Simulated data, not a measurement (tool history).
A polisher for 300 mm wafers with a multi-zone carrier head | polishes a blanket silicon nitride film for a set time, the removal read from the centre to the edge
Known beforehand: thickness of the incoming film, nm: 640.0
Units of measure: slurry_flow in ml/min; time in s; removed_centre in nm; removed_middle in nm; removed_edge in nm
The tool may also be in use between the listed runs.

{"run": 1, "hour": 0.0, "slurry_flow": 230, "centre_zone": 1.0, "middle_zone": 1.0, "edge_zone": 1.0, "time": 65, "removed_centre": 93.19, "removed_middle": 91.291, "removed_edge": 95.11}
{"run": 2, "hour": 5.9, "slurry_flow": 235, "centre_zone": 0.98, "middle_zone": 1.04, "edge_zone": 0.99, "time": 70, "removed_centre": 97.844, "removed_middle": 103.34, "removed_edge": 100.58}
{"run": 3, "hour": 13.8, "slurry_flow": 235, "centre_zone": 0.98, "middle_zone": 1.08, "edge_zone": 0.99, "time": 70, "removed_centre": 95.893, "removed_middle": 105.04, "removed_edge": 102.15}
{"run": 4, "hour": 16.2, "slurry_flow": 245, "centre_zone": 0.97, "middle_zone": 1.1, "edge_zone": 0.98, "time": 74, "removed_centre": 99.914, "removed_middle": 114.55, "removed_edge": 107.93}
{"run": 5, "hour": 21.0, "slurry_flow": 245, "centre_zone": 1.0, "middle_zone": 1.1, "edge_zone": 0.98, "time": 74, "removed_centre": 105.68, "removed_middle": 113.41, "removed_edge": 105.1}
{"run": 6, "hour": 25.0, "slurry_flow": 250, "centre_zone": 0.99, "middle_zone": 1.12, "edge_zone": 0.98, "time": 77, "removed_centre": 109.24, "removed_middle": 116.33, "removed_edge": 109.66}
{"run": 7, "hour": 29.8, "slurry_flow": 250, "centre_zone": 0.97, "middle_zone": 1.13, "edge_zone": 0.96, "time": 81, "removed_centre": 111.95, "removed_middle": 126.13, "removed_edge": 114.46}
{"hour": 36.6, "done": "worn pad replaced by a new one"}
{"run": 8, "hour": 36.6, "slurry_flow": 280, "centre_zone": 0.91, "middle_zone": 1.19, "edge_zone": 0.98, "time": 93, "removed_centre": 132.89, "removed_middle": 173.2, "removed_edge": 146.44}
{"run": 9, "hour": 40.9, "slurry_flow": 270, "centre_zone": 0.91, "middle_zone": 1.19, "edge_zone": 0.97, "time": 93, "removed_centre": 132.19, "removed_middle": 165.65, "removed_edge": 144.84}
{"run": 10, "hour": 41.8, "slurry_flow": 275, "centre_zone": 0.9, "middle_zone": 1.19, "edge_zone": 0.95, "time": 93, "removed_centre": 133.45, "removed_middle": 168.42, "removed_edge": 145.11}
{"run": 11, "hour": 50.1, "slurry_flow": 280, "centre_zone": 0.89, "middle_zone": 1.19, "edge_zone": 0.94, "time": 92, "removed_centre": 131.04, "removed_middle": 171.8, "removed_edge": 142.91}
{"run": 12, "hour": 58.9, "slurry_flow": 275, "centre_zone": 0.89, "middle_zone": 1.19, "edge_zone": 0.94, "time": 92, "removed_centre": 130.53, "removed_middle": 168.35, "removed_edge": 140.11}
{"run": 13, "hour": 65.6, "slurry_flow": 270, "centre_zone": 0.89, "middle_zone": 1.19, "edge_zone": 0.94, "time": 92, "removed_centre": 129.31, "removed_middle": 164.4, "removed_edge": 140.47}

What does the tool deliver on the next run?
{"run": 14, "hour": 71.5, "slurry_flow": 270, "centre_zone": 0.88, "middle_zone": 1.19, "edge_zone": 0.93, "time": 92, "removed_centre": "?", "removed_middle": "?", "removed_edge": "?"}

removed_centre: 126.350 nm
removed_middle: 169.500 nm
removed_edge: 142.40 nm
